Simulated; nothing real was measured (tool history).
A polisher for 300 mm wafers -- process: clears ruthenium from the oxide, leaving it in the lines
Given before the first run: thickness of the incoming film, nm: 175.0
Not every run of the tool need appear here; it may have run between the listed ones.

run    day  flow of slurry (ml/min)  pressure of the wafer on the pad (kPa)  speed of the pad under the wafer (m/s)  overpolish time after the end point (s)  time until the end point was called (s)
  1  0.000                      135                                    10.3                                    1.28                                       16                                   173.65
  2  0.242                      130                                     9.0                                    1.24                                       16                                   202.35
  3  0.517                      130                                     9.0                                    1.24                                       16                                   206.37
  4  0.729                      125                                     7.6                                    1.22                                       16                                   239.44
  5  0.812                      120                                     6.9                                    1.20                                       16                                   258.72
  6  1.083                      120                                     6.2                                    1.18                                       16                                   287.67

Predict the results of run 7:
  7  1.396                      120                                     5.5                                    1.18                                       16                                        ?

time until the end point was called (s): 322.27
